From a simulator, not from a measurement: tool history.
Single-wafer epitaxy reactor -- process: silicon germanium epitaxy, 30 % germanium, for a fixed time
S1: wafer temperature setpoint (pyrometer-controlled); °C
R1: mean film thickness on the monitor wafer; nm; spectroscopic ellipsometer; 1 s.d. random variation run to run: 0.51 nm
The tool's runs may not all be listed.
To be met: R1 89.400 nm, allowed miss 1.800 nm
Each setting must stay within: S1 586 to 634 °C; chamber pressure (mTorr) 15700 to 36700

run 1 hour=0.0 | S1=610 chamber_pressure_(mTorr)=26200 | R1=76.563
run 2 hour=8.1 | S1=612 chamber_pressure_(mTorr)=26300 | R1=80.092
run 3 hour=13.4 | S1=612 chamber_pressure_(mTorr)=24200 | R1=77.374
run 4 hour=19.5 | S1=614 chamber_pressure_(mTorr)=24300 | R1=81.129
run 5 hour=25.4 | S1=614 chamber_pressure_(mTorr)=21300 | R1=75.742
run 6 hour=32.0 | S1=604 chamber_pressure_(mTorr)=21300 | R1=60.980
run 7 hour=36.1 | S1=609 chamber_pressure_(mTorr)=21400 | R1=68.114
run 8 hour=37.9 | S1=612 chamber_pressure_(mTorr)=21500 | R1=72.950
run 9 hour=42.9 | S1=624 chamber_pressure_(mTorr)=21800 | R1=93.257

Of the 5 settings listed for the next run, only one would bring every result within its allowed miss of target. Which one?
run A hour=47.9 | S1=624 chamber_pressure_(mTorr)=22700 | R1=?
run B hour=47.9 | S1=624 chamber_pressure_(mTorr)=23600 | R1=?
run C hour=47.9 | S1=626 chamber_pressure_(mTorr)=21700 | R1=?
run D hour=47.9 | S1=624 chamber_pressure_(mTorr)=21600 | R1=?
run E hour=47.9 | S1=621 chamber_pressure_(mTorr)=22600 | R1=?

move=A R1=95.362
move=B R1=97.130
move=C R1=97.068
move=D R1=93.133
move=E R1=89.698
A: moves away from the targets compared with the last run
B: moves away from the targets compared with the last run
C: moves away from the targets compared with the last run
D: just as far off the targets as the last run
E: all results land within tolerance of their targets
Correct choice: E, which meets every target
